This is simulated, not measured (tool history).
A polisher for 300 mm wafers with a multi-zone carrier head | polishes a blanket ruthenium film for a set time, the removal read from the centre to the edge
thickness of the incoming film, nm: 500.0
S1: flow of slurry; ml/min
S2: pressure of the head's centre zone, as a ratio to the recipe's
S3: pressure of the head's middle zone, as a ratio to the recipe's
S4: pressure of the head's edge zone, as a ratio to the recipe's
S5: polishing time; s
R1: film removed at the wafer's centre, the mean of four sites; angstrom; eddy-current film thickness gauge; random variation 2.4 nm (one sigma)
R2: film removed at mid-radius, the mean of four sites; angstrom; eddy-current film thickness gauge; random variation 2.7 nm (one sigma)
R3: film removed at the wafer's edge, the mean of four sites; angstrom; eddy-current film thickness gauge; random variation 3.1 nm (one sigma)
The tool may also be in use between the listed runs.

run,day,S1,S2,S3,S4,S5,R1,R2,R3
1,0,135,1,1,1,88,1565.1,1538.2,1554.9
2,0.171,105,1,1,1,88,1440.7,1446.7,1435.6
3,0.479,120,1.02,1.01,1.02,91,1581.9,1573.4,1584.2
4,0.842,120,1.02,1.01,1.07,91,1569.9,1551.7,1580.2
5,0.979,120,1.02,1.09,1.07,91,1597.4,1686.6,1559
6,1.267,130,1.04,1.08,1.08,93,1723.2,1759.2,1643.8
7,1.512,140,1.05,1.06,1.09,95,1760.6,1742.8,1721.1
8,1.567,150,1.07,1.06,1.09,97,1874.9,1835.2,1777.5
9,1.696,155,1.09,1.05,1.1,99,1935.2,1860.5,1777.5
10,1.796,160,1.1,1.03,1.11,102,2060.7,1871.5,1920
11,2.1,165,1.11,1.03,1.12,103,2072.4,1896.9,1926.4
12,2.283,170,1.12,1.03,1.13,105,2202.3,1919.7,2057.5
13,2.475,175,1.13,1.03,1.13,106,2232.6,2032.3,2058

The next listed run, before its measurement:
14,2.829,180,1.14,1.02,1.14,107,?,?,?

R1: 2290.1 angstrom
R2: 2029.2 angstrom
R3: 2113.4 angstrom

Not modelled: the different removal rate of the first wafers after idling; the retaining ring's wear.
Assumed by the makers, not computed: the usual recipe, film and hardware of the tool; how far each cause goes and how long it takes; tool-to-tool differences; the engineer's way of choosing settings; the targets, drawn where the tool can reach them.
